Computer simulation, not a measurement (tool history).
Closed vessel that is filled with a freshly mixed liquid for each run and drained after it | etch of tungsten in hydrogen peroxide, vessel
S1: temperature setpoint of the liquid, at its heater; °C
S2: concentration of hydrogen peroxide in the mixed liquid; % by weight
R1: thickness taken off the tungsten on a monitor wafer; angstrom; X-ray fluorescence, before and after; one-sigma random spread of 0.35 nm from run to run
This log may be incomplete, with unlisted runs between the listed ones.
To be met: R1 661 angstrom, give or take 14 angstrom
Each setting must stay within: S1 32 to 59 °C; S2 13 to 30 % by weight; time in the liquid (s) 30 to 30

{"run": 1, "hour": 0.0, "S1": 43, "S2": 25, "time in the liquid (s)": 30, "R1": 364.55}
{"run": 2, "hour": 7.2, "S1": 43, "S2": 25, "time in the liquid (s)": 30, "R1": 365.8}
{"run": 3, "hour": 11.2, "S1": 43, "S2": 25, "time in the liquid (s)": 30, "R1": 361.55}
{"run": 4, "hour": 18.2, "S1": 43, "S2": 25, "time in the liquid (s)": 30, "R1": 360.58}
{"run": 5, "hour": 23.8, "S1": 45.5, "S2": 25, "time in the liquid (s)": 30, "R1": 427.92}
{"run": 6, "hour": 31.6, "S1": 47, "S2": 25, "time in the liquid (s)": 30, "R1": 471.61}
{"run": 7, "hour": 32.8, "S1": 48.5, "S2": 25, "time in the liquid (s)": 30, "R1": 511.29}
{"run": 8, "hour": 34.4, "S1": 49.5, "S2": 25, "time in the liquid (s)": 30, "R1": 543.46}
{"run": 9, "hour": 38.2, "S1": 50.5, "S2": 25, "time in the liquid (s)": 30, "R1": 582.86}
{"run": 10, "hour": 41.2, "S1": 51, "S2": 25, "time in the liquid (s)": 30, "R1": 600.29}
{"run": 11, "hour": 44.0, "S1": 51.5, "S2": 25, "time in the liquid (s)": 30, "R1": 614.54}
{"run": 12, "hour": 47.2, "S1": 52, "S2": 25, "time in the liquid (s)": 30, "R1": 635.17}

4 candidate next runs follow, results not yet known. Just one meets every target within its allowed miss. Identify it.
{"run": "A", "hour": 50.4, "S1": 51.5, "S2": 25.5, "time in the liquid (s)": 30, "R1": "?"}
{"run": "B", "hour": 50.4, "S1": 52.5, "S2": 25.5, "time in the liquid (s)": 30, "R1": "?"}
{"run": "C", "hour": 50.4, "S1": 51.5, "S2": 26, "time in the liquid (s)": 30, "R1": "?"}
{"run": "D", "hour": 50.4, "S1": 51, "S2": 28.5, "time in the liquid (s)": 30, "R1": "?"}

move=A R1=627.68
move=B R1=666.74
move=C R1=633.81
move=D R1=643.76
A: lands further from the targets than the last run did
B: all results in spec
C: lands further from the targets than the last run did
D: nearer than the last run, and not there yet
B meets every target.
